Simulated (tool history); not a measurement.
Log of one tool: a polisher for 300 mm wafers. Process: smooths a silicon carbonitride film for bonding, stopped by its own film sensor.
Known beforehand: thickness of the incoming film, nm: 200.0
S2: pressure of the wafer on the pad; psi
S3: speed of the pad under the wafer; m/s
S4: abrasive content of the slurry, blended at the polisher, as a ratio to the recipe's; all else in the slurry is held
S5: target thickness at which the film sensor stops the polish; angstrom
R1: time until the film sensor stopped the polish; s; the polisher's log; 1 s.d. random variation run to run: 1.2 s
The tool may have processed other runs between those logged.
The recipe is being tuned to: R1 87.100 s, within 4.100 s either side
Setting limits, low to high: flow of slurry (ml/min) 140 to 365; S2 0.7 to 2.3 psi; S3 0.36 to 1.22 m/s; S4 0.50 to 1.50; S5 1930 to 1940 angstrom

run 1 hour=0.0 | flow_of_slurry_(ml/min)=235 S2=1.5 S3=0.78 S4=1.00 S5=1930 | R1=49.027
run 2 hour=6.7 | flow_of_slurry_(ml/min)=235 S2=1.5 S3=0.78 S4=0.85 S5=1930 | R1=54.114
run 3 hour=12.2 | flow_of_slurry_(ml/min)=235 S2=1.5 S3=0.78 S4=0.85 S5=1930 | R1=53.382
run 4 hour=18.1 | flow_of_slurry_(ml/min)=235 S2=1.3 S3=0.78 S4=0.85 S5=1930 | R1=58.630
run 5 hour=22.5 | flow_of_slurry_(ml/min)=235 S2=1.1 S3=0.74 S4=0.85 S5=1930 | R1=69.146
run 6 hour=30.3 | flow_of_slurry_(ml/min)=235 S2=1.1 S3=0.74 S4=0.85 S5=1930 | R1=71.094
run 7 hour=38.1 | flow_of_slurry_(ml/min)=235 S2=1.0 S3=0.74 S4=0.85 S5=1930 | R1=76.390
run 8 hour=44.3 | flow_of_slurry_(ml/min)=235 S2=0.9 S3=0.74 S4=0.85 S5=1930 | R1=79.477

Exercise: of the 4 proposed moves below, exactly one satisfies all targets within the stated allowed misses. Which move is it?
run A hour=50.5 | flow_of_slurry_(ml/min)=270 S2=1.0 S3=0.58 S4=1.10 S5=1930 | R1=?
run B hour=50.5 | flow_of_slurry_(ml/min)=220 S2=1.0 S3=0.76 S4=0.90 S5=1930 | R1=?
run C hour=50.5 | flow_of_slurry_(ml/min)=270 S2=0.7 S3=0.76 S4=0.95 S5=1940 | R1=?
run D hour=50.5 | flow_of_slurry_(ml/min)=235 S2=0.8 S3=0.82 S4=0.75 S5=1930 | R1=?

move=A R1=77.558
move=B R1=70.657
move=C R1=73.209
move=D R1=85.630
A: lands further from the targets than the last run did
B: lands further from the targets than the last run did
C: lands further from the targets than the last run did
D: meets every target
D meets every target.
